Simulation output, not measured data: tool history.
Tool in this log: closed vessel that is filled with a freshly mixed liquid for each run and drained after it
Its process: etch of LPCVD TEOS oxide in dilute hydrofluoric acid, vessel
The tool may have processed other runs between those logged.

run	hour	temperature setpoint of the liquid (K)	parts of water to one part of 49 % hydrofluoric acid (parts by volume)	time in the liquid (s)	thickness taken off the LPCVD TEOS oxide on a monitor wafer (Å)
1	0	298.15	265	100	102.51
2	0.6	298.15	310	100	82.963
3	3.9	298.15	310	100	84.018
4	11	298.15	310	110	92.576
5	15.4	299.65	310	110	97.28
6	21	301.15	260	110	128.58
7	26.9	302.15	225	110	159.06
8	32.1	303.15	200	110	191.66
9	39.1	304.15	185	110	217.24
10	42.1	304.65	175	110	236.22

The next listed run, before its measurement:
11	43.6	305.15	170	110	?

Run 11 yielded thickness taken off the LPCVD TEOS oxide on a monitor wafer (Å) 250.43.
